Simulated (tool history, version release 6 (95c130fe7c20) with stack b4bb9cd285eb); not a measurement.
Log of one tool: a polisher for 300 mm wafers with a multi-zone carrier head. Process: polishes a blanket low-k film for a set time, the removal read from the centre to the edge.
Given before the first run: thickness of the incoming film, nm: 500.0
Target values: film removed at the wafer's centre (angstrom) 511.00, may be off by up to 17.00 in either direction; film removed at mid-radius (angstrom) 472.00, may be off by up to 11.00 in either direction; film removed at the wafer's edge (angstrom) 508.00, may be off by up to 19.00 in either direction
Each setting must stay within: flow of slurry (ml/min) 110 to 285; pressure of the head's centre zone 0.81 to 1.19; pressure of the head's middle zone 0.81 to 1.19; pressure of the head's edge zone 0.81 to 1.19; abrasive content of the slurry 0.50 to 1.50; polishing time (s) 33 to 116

run  hour  flow of slurry (ml/min)  pressure of the head's centre zone  pressure of the head's middle zone  pressure of the head's edge zone  abrasive content of the slurry  polishing time (s)  film removed at the wafer's centre (angstrom)  film removed at mid-radius (angstrom)  film removed at the wafer's edge (angstrom)
  1   0.0                      180                                1.00                                1.00                              1.00                            1.00                  74                                         375.09                                 383.89                                       381.08
  2   5.6                      180                                0.94                                1.00                              1.00                            1.00                  74                                         365.83                                 386.34                                       382.71
  3  10.3                      200                                0.94                                1.00                              1.00                            1.00                  74                                         366.09                                 391.60                                       388.24
  4  16.9                      200                                0.94                                1.00                              1.00                            1.10                  74                                         390.94                                 413.24                                       400.11
  5  17.7                      200                                0.94                                1.00                              1.00                            1.10                  64                                         335.02                                 357.45                                       353.58
  6  18.9                      200                                0.94                                1.00                              1.06                            1.10                  64                                         330.63                                 358.58                                       361.75
  7  22.9                      205                                0.97                                0.98                              1.08                            1.20                  66                                         378.62                                 383.18                                       382.59
  8  25.6                      200                                0.96                                0.95                              1.10                            1.25                  69                                         390.56                                 394.35                                       423.97
  9  28.7                      205                                0.98                                0.95                              1.11                            1.30                  70                                         411.79                                 407.70                                       441.91
 10  31.2                      210                                1.00                                0.95                              1.12                            1.35                  70                                         433.48                                 419.21                                       448.64
 11  36.1                      210                                1.00                                0.95                              1.12                            1.35                  70                                         431.33                                 415.29                                       442.45
 12  41.7                      215                                1.01                                0.95                              1.13                            1.40                  71                                         447.83                                 436.81                                       457.31
 13  46.5                      245                                1.07                                0.90                              1.19                            1.50                  74                                         503.01                                 450.67                                       519.26
 14  47.7                      250                                1.07                                0.91                              1.18                            1.50                  74                                         516.09                                 453.63                                       506.33
 15  49.9                      250                                1.07                                0.91                              1.18                            1.50                  74                                         521.11                                 457.23                                       521.59
 16  58.1                      250                                1.06                                0.92                              1.17                            1.50                  74                                         506.14                                 460.75                                       514.04

Consider the 5 candidate settings below. Which is the only one whose results all fall within their allowed miss of target?
  A  66.3                      250                                1.10                                0.97                              1.19                            1.50                  72                                              ?                                      ?                                            ?
  B  66.3                      250                                0.98                                1.03                              1.15                            1.50                  74                                              ?                                      ?                                            ?
  C  66.3                      285                                1.11                                1.09                              1.08                            1.50                  70                                              ?                                      ?                                            ?
  D  66.3                      255                                1.17                                1.00                              1.00                            1.50                  74                                              ?                                      ?                                            ?
  E  66.3                      210                                1.11                                0.99                              1.08                            1.25                  84                                              ?                                      ?                                            ?

move  film removed at the wafer's centre (angstrom)  film removed at mid-radius (angstrom)  film removed at the wafer's edge (angstrom)
   A                                         506.57                                 472.80                                       505.16
   B                                         478.40                                 511.44                                       510.91
   C                                         504.41                                 514.99                                       475.17
   D                                         546.94                                 499.71                                       482.44
   E                                         534.92                                 505.80                                       511.75
A: all results land within tolerance of their targets
B: the result that was furthest off in the last run now lies on the other side of its target
C: the result that was furthest off in the last run now lies on the other side of its target
D: the result that was furthest off in the last run now lies on the other side of its target
E: the result that was furthest off in the last run now lies on the other side of its target
Correct choice: A, which meets every target
